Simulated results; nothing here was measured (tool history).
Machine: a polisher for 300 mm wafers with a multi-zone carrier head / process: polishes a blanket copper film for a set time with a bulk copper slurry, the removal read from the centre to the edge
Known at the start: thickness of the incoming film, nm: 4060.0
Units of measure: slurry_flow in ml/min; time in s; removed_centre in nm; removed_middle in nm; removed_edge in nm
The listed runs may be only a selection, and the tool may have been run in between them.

| run | day | slurry_flow | centre_zone | middle_zone | edge_zone | slurry_solids | time | removed_centre | removed_middle | removed_edge |
|---|---|---|---|---|---|---|---|---|---|---|
| 1 | 0 | 285 | 1 | 1 | 1 | 1 | 64 | 558.54 | 560.55 | 553.11 |
| 2 | 0.304 | 300 | 1.04 | 1.04 | 1.04 | 1.15 | 68 | 625.84 | 633.4 | 615.66 |
| 3 | 0.458 | 300 | 1.04 | 0.96 | 1.04 | 1.15 | 68 | 629.44 | 595.55 | 623.19 |
| 4 | 0.738 | 315 | 1.08 | 1.01 | 1.06 | 1.25 | 72 | 702.24 | 667.66 | 664.67 |
| 5 | 0.833 | 315 | 1.08 | 1.06 | 1.06 | 1.25 | 72 | 707.82 | 690.08 | 665.63 |
| 6 | 1.204 | 315 | 1.08 | 1.06 | 1.03 | 1.25 | 72 | 702.34 | 677.77 | 662.39 |

What does the tool deliver on the next run?
| 7 | 1.408 | 320 | 1.1 | 1.08 | 1.06 | 1.3 | 75 | ? | ? | ? |

removed_centre: 757.49 nm
removed_middle: 736.82 nm
removed_edge: 692.76 nm

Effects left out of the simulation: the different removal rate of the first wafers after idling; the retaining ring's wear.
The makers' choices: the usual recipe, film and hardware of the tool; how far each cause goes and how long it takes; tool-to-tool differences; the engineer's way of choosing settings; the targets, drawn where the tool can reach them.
